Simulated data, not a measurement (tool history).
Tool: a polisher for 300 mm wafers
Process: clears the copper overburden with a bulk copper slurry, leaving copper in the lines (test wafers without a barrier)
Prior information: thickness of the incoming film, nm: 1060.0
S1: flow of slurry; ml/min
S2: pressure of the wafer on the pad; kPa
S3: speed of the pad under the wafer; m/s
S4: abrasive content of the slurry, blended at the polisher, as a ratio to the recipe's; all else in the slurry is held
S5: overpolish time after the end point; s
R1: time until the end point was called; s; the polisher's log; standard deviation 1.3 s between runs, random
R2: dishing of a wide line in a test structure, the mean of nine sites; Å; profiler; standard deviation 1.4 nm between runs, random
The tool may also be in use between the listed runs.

run 1 day=0.000 | S1=150 S2=22.8 S3=1.40 S4=1.0 S5=23 | R1=72.182 R2=1506.50
run 2 day=0.233 | S1=150 S2=26.9 S3=1.40 S4=1.0 S5=23 | R1=63.399 R2=1683.30
run 3 day=0.429 | S1=150 S2=25.5 S3=1.42 S4=1.0 S5=21 | R1=65.065 R2=1583.40
run 4 day=0.725 | S1=150 S2=24.8 S3=1.44 S4=1.0 S5=19 | R1=66.261 R2=1476.20
run 5 day=0.921 | S1=150 S2=24.8 S3=1.44 S4=1.0 S5=9 | R1=66.204 R2=941.96
run 6 day=1.158 | S1=145 S2=25.5 S3=1.40 S4=1.0 S5=11 | R1=65.902 R2=1063.60
run 7 day=1.192 | S1=145 S2=26.2 S3=1.36 S4=1.0 S5=13 | R1=66.534 R2=1213.50
run 8 day=1.425 | S1=145 S2=26.2 S3=1.36 S4=1.0 S5=13 | R1=68.176 R2=1211.40
run 9 day=1.467 | S1=145 S2=27.6 S3=1.30 S4=1.0 S5=19 | R1=67.299 R2=1515.50
run 10 day=1.833 | S1=145 S2=26.9 S3=1.32 S4=1.0 S5=18 | R1=66.820 R2=1437.00
run 11 day=2.029 | S1=145 S2=26.9 S3=1.32 S4=1.0 S5=18 | R1=66.284 R2=1464.90
run 12 day=2.283 | S1=145 S2=26.2 S3=1.34 S4=1.0 S5=18 | R1=68.874 R2=1419.30
run 13 day=2.592 | S1=150 S2=26.2 S3=1.36 S4=1.0 S5=18 | R1=65.576 R2=1457.00
run 14 day=2.629 | S1=145 S2=26.2 S3=1.38 S4=1.0 S5=18 | R1=65.273 R2=1457.20
run 15 day=2.700 | S1=150 S2=26.2 S3=1.38 S4=1.0 S5=18 | R1=65.110 R2=1493.90

Estimate the outcome of run 16 from the log above:
-- day=2.896 head pressure recalibrated
run 16 day=2.896 | S1=145 S2=26.2 S3=1.38 S4=1.0 S5=18 | R1=? R2=?

{"run 16": {"R1": 61.947, "R2": 1500.8}}
